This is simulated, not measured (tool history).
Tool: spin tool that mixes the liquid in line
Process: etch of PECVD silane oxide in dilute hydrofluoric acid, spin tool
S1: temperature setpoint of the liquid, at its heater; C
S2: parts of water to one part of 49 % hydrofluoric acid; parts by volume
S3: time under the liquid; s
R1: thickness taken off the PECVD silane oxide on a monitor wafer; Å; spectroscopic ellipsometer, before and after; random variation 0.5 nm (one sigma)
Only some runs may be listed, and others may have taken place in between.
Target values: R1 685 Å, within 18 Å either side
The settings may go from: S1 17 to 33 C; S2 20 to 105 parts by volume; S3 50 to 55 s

run,day,S1,S2,S3,R1
1,0,25,55,50,440.41
2,0.217,28.5,55,50,507.43
3,0.254,29.5,55,50,525.82
4,0.367,29.5,55,55,581.7
5,0.621,32,55,55,627.62
6,0.929,32,40,55,893.13
7,1.204,30,40,55,824.48
8,1.233,28.5,40,55,788.23
9,1.35,24.5,40,55,659.62

Exactly one of the 4 candidate moves below puts every result within its allowed miss. Which one?
A,1.467,24,40,50,?
B,1.467,24,40,55,?
C,1.467,20,30,50,?
D,1.467,21.5,35,50,?

move,R1
A,584.66
B,643.12
C,667.97
D,606.19
A: its largest miss is bigger than the last run's
B: its largest miss is bigger than the last run's
C: in spec on every target
D: its largest miss is bigger than the last run's
Move C is the one to make.

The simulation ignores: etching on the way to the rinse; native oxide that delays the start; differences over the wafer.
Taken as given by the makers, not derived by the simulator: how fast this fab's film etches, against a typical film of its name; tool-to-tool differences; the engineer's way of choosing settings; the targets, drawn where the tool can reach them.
